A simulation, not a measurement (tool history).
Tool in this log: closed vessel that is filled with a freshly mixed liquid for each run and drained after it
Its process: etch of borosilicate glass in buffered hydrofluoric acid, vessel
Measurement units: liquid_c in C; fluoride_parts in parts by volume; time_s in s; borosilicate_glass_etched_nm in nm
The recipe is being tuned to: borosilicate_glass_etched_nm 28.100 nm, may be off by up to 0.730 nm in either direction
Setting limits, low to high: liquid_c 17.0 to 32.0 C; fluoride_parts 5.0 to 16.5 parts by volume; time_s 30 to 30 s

run 1 hour=0.0 | liquid_c=24.0 fluoride_parts=10.0 time_s=30 | borosilicate_glass_etched_nm=38.422
run 2 hour=5.1 | liquid_c=24.0 fluoride_parts=10.0 time_s=30 | borosilicate_glass_etched_nm=38.487
run 3 hour=9.7 | liquid_c=24.0 fluoride_parts=8.5 time_s=30 | borosilicate_glass_etched_nm=44.105
run 4 hour=10.8 | liquid_c=23.0 fluoride_parts=8.5 time_s=30 | borosilicate_glass_etched_nm=41.989
run 5 hour=16.7 | liquid_c=23.0 fluoride_parts=8.5 time_s=30 | borosilicate_glass_etched_nm=42.396
run 6 hour=20.5 | liquid_c=26.5 fluoride_parts=8.5 time_s=30 | borosilicate_glass_etched_nm=50.281
run 7 hour=28.7 | liquid_c=25.0 fluoride_parts=8.5 time_s=30 | borosilicate_glass_etched_nm=47.088
run 8 hour=31.6 | liquid_c=21.0 fluoride_parts=10.5 time_s=30 | borosilicate_glass_etched_nm=31.392
run 9 hour=40.4 | liquid_c=20.5 fluoride_parts=10.5 time_s=30 | borosilicate_glass_etched_nm=30.791
run 10 hour=48.8 | liquid_c=20.0 fluoride_parts=10.5 time_s=30 | borosilicate_glass_etched_nm=29.767
run 11 hour=57.7 | liquid_c=19.5 fluoride_parts=10.5 time_s=30 | borosilicate_glass_etched_nm=28.848

Consider the 4 candidate settings below. Which is the only one whose results all fall within their allowed miss of target?
run A hour=66.6 | liquid_c=20.0 fluoride_parts=10.5 time_s=30 | borosilicate_glass_etched_nm=?
run B hour=66.6 | liquid_c=19.0 fluoride_parts=10.0 time_s=30 | borosilicate_glass_etched_nm=?
run C hour=66.6 | liquid_c=20.5 fluoride_parts=10.5 time_s=30 | borosilicate_glass_etched_nm=?
run D hour=66.6 | liquid_c=20.5 fluoride_parts=11.5 time_s=30 | borosilicate_glass_etched_nm=?

move=A borosilicate_glass_etched_nm=29.841
move=B borosilicate_glass_etched_nm=29.642
move=C borosilicate_glass_etched_nm=30.668
move=D borosilicate_glass_etched_nm=28.031
A: lands further from the targets than the last run did
B: lands further from the targets than the last run did
C: lands further from the targets than the last run did
D: every result lands within tolerance
Go with D: it meets all targets.
